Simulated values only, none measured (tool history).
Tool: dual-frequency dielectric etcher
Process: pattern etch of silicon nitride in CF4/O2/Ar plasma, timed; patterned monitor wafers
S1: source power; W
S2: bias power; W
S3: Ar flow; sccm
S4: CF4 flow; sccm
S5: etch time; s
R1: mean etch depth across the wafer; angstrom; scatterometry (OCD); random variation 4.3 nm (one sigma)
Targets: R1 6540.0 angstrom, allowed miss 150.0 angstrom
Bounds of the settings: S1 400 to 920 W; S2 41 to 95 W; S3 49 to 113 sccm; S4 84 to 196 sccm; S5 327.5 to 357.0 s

run,day,S1,S2,S3,S4,S5,R1
1,0.000,660,68,81,140,357.0,10467.0
2,0.121,750,68,81,140,357.0,12128.0
3,0.338,750,68,81,140,357.0,12078.0
4,0.504,820,68,81,140,357.0,13249.0
5,0.662,820,68,71,140,357.0,13364.0
6,0.825,820,68,71,156,357.0,13495.0
7,0.858,700,61,72,153,353.0,10770.0
8,1.183,610,58,72,152,351.0,8860.4
9,1.550,560,58,72,152,351.0,8005.5
10,1.612,430,57,72,152,351.0,5826.0
11,1.858,440,57,72,152,351.0,6058.5
12,2.217,450,57,72,152,351.0,6165.7
13,2.462,460,57,72,152,351.0,6293.8

5 next moves are on the table. One of them brings every result within its allowed miss. Which?
A,2.708,490,60,58,174,340.0,?
B,2.708,460,63,77,141,327.5,?
C,2.708,470,60,88,135,354.0,?
D,2.708,580,42,57,154,345.0,?
E,2.708,460,55,76,165,345.0,?

move,R1
A,6985.2
B,6197.4
C,6550.2
D,6757.5
E,6091.0
A: takes the result that was furthest off past its target
B: further off than the last run
C: meets every target
D: takes the result that was furthest off past its target
E: further off than the last run
Move C is the one to make.
